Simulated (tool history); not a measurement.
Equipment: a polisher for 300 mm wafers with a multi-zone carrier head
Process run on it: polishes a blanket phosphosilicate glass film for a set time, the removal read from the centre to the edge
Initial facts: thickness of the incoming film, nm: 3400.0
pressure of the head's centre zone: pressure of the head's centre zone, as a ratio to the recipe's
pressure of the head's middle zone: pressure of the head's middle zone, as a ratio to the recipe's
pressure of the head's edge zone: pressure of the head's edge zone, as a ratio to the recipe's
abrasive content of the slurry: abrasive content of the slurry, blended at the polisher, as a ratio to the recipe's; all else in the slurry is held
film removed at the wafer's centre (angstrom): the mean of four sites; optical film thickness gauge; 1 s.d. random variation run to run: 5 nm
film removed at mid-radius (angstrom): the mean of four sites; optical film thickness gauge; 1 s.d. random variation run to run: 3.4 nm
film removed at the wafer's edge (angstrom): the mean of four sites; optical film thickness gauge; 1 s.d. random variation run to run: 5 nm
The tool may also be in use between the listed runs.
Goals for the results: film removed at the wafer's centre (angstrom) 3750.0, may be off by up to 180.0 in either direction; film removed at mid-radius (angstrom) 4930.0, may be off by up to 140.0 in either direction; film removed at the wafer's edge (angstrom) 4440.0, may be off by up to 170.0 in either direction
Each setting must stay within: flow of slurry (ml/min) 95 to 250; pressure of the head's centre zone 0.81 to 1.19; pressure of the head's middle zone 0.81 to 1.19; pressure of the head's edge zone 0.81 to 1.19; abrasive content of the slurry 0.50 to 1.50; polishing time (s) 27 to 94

run    day  flow of slurry (ml/min)  pressure of the head's centre zone  pressure of the head's middle zone  pressure of the head's edge zone  abrasive content of the slurry  polishing time (s)  film removed at the wafer's centre (angstrom)  film removed at mid-radius (angstrom)  film removed at the wafer's edge (angstrom)
  1  0.000                      160                                1.00                                1.00                              1.00                            1.00                  60                                         3702.1                                 3638.3                                       3766.2
  2  0.358                      195                                1.00                                1.00                              1.00                            1.00                  60                                         3724.9                                 3847.7                                       3822.0
  3  0.546                      200                                0.99                                1.02                              1.01                            1.00                  60                                         3753.7                                 3891.0                                       3926.4
  4  0.592                      205                                0.98                                1.04                              1.01                            1.00                  60                                         3789.1                                 3945.3                                       3901.0
  5  0.646                      210                                0.96                                1.06                              1.01                            1.00                  60                                         3769.5                                 4106.0                                       3879.0
  6  0.983                      210                                0.96                                1.06                              1.01                            1.00                  68                                         4243.5                                 4595.1                                       4425.2
  7  1.279                      215                                0.94                                1.07                              1.02                            1.00                  68                                         4016.6                                 4651.4                                       4483.0
  8  1.496                      215                                0.93                                1.08                              1.02                            1.00                  68                                         4078.6                                 4690.1                                       4482.4
  9  1.575                      215                                0.92                                1.09                              1.02                            1.00                  68                                         4056.6                                 4794.2                                       4488.7
 10  1.946                      215                                0.91                                1.09                              1.02                            1.00                  68                                         4050.7                                 4678.1                                       4458.5
 11  2.296                      220                                0.90                                1.10                              1.02                            1.00                  68                                         4044.2                                 4758.1                                       4584.9
 12  2.671                      220                                0.89                                1.11                              1.01                            1.00                  68                                         3982.5                                 4769.5                                       4483.0

4 candidate next runs follow, results not yet known. Just one meets every target within its allowed miss. Identify it.
  A  3.046                      210                                0.87                                1.09                              1.00                            1.35                  66                                              ?                                      ?                                            ?
  B  3.046                      190                                0.83                                1.02                              0.93                            0.95                  73                                              ?                                      ?                                            ?
  C  3.046                      200                                0.88                                1.02                              1.00                            1.15                  72                                              ?                                      ?                                            ?
  D  3.046                      180                                0.87                                1.16                              1.01                            1.20                  64                                              ?                                      ?                                            ?

move  film removed at the wafer's centre (angstrom)  film removed at mid-radius (angstrom)  film removed at the wafer's edge (angstrom)
   A                                         4101.4                                 5139.9                                       4914.3
   B                                         3655.0                                 4558.1                                       4475.5
   C                                         4203.5                                 4934.1                                       5003.0
   D                                         3679.5                                 4874.8                                       4475.3
A: its largest miss is bigger than the last run's
B: meets the target for the result that was furthest off, but another lies outside its allowed miss
C: its largest miss is bigger than the last run's
D: all results in spec
The right move is D.

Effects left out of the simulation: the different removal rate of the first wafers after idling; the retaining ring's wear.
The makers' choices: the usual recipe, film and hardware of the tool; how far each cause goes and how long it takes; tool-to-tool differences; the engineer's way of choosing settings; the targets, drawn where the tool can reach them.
